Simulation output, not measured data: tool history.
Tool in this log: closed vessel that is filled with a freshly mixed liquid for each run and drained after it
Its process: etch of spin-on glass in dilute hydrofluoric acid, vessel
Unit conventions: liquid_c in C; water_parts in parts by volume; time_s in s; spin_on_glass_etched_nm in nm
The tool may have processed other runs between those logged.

run 1 day=0 | liquid_c=24 water_parts=90 time_s=30 | spin_on_glass_etched_nm=13.194
run 2 day=0.05 | liquid_c=24 water_parts=90 time_s=30 | spin_on_glass_etched_nm=13.303
run 3 day=0.146 | liquid_c=24 water_parts=90 time_s=30 | spin_on_glass_etched_nm=13.376
run 4 day=0.358 | liquid_c=25.5 water_parts=80 time_s=30 | spin_on_glass_etched_nm=16.188
run 5 day=0.458 | liquid_c=22 water_parts=80 time_s=30 | spin_on_glass_etched_nm=13.964
run 6 day=0.546 | liquid_c=24 water_parts=70 time_s=30 | spin_on_glass_etched_nm=17.681
run 7 day=0.75 | liquid_c=24 water_parts=70 time_s=30 | spin_on_glass_etched_nm=17.655

Run 8 is up next; what results do you expect?
run 8 day=0.783 | liquid_c=25.5 water_parts=65 time_s=30 | spin_on_glass_etched_nm=?

{"run 8": {"spin_on_glass_etched_nm": 20.348}}
